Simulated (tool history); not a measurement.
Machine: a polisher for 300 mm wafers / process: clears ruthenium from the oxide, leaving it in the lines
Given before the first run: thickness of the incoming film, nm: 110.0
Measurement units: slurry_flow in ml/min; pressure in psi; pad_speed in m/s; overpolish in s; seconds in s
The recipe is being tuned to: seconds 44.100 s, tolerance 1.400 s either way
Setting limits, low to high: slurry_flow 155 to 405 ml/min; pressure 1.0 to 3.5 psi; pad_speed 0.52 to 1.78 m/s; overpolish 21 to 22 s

run,day,slurry_flow,pressure,pad_speed,overpolish,seconds
1,0.000,260,2.2,1.14,21,65.808
2,0.162,260,2.4,1.14,21,61.259
3,0.433,260,2.5,1.14,21,58.457
4,0.625,305,2.5,1.14,21,57.432
5,0.692,305,2.6,1.14,21,55.954
6,1.033,305,2.6,1.14,21,55.940
7,1.179,305,2.7,1.14,21,54.271
8,1.475,305,2.8,1.14,21,52.132
9,1.533,305,2.9,1.14,21,50.042
10,1.588,305,3.0,1.14,21,47.907
11,1.821,305,3.1,1.14,21,46.772

Which of these 4 next moves meets every target?
A,2.054,310,3.2,1.08,22,?
B,2.054,300,3.2,1.08,21,?
C,2.054,335,2.8,1.20,21,?
D,2.054,300,3.3,1.14,22,?

move,seconds
A,47.938
B,48.066
C,49.019
D,44.258
A: further off than the last run
B: further off than the last run
C: further off than the last run
D: all results land within tolerance of their targets
Go with D: it meets all targets.
